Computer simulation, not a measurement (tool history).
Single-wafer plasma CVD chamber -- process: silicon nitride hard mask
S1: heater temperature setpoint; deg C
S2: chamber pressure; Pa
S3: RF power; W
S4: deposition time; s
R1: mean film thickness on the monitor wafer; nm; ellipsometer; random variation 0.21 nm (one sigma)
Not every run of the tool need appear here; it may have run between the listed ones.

Run 1, hour 0: S1 405 deg C, S2 183 Pa, S3 270 W, S4 48.9 s. Result: R1 49.849 nm.
Run 2, hour 3.8: S1 405 deg C, S2 183 Pa, S3 300 W, S4 48.9 s. Result: R1 55.167 nm.
Run 3, hour 10.4: S1 396 deg C, S2 183 Pa, S3 300 W, S4 48.9 s. Result: R1 55.469 nm.
Run 4, hour 13.8: S1 386 deg C, S2 183 Pa, S3 300 W, S4 48.9 s. Result: R1 55.619 nm.
Run 5, hour 18.9: S1 396 deg C, S2 183 Pa, S3 300 W, S4 48.9 s. Result: R1 55.172 nm.
Run 6, hour 20.1: S1 401 deg C, S2 183 Pa, S3 300 W, S4 48.9 s. Result: R1 55.059 nm.
Run 7, hour 24.2: S1 401 deg C, S2 189 Pa, S3 305 W, S4 48.9 s. Result: R1 56.603 nm.
Run 8, hour 27.3: S1 401 deg C, S2 195 Pa, S3 305 W, S4 48.9 s. Result: R1 57.268 nm.
Run 9, hour 33.1: S1 401 deg C, S2 199 Pa, S3 305 W, S4 48.9 s. Result: R1 57.177 nm.
Run 10, hour 37.6: S1 401 deg C, S2 199 Pa, S3 305 W, S4 48.9 s. Result: R1 57.059 nm.

Run 11 has not been measured yet. What should we expect?
Run 11, hour 45.2: S1 401 deg C, S2 201 Pa, S3 310 W, S4 48.9 s. Result: R1 ?.

R1: 58.689 nm
